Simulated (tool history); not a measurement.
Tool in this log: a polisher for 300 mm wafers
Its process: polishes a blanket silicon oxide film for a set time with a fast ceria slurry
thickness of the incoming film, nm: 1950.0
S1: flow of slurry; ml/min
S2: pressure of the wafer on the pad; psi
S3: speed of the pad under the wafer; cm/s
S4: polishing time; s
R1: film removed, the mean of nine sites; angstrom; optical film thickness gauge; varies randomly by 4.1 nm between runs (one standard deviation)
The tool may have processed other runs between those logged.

run  hour   S1   S2  S3  S4     R1
  1   0.0  225  2.2  86  84  11883
  2   5.0  220  2.1  86  84  11361
  3  12.0  215  2.0  86  84  10803
  4  14.3  215  2.0  86  88  11382
  5  22.8  215  2.3  86  88  13030
     25.6  -- head pressure recalibrated
  6  25.6  215  2.3  86  84  11207

Run 7 has not been measured yet. What should we expect?
  7  34.1  205  2.2  84  84   ?

R1: 10599 angstrom
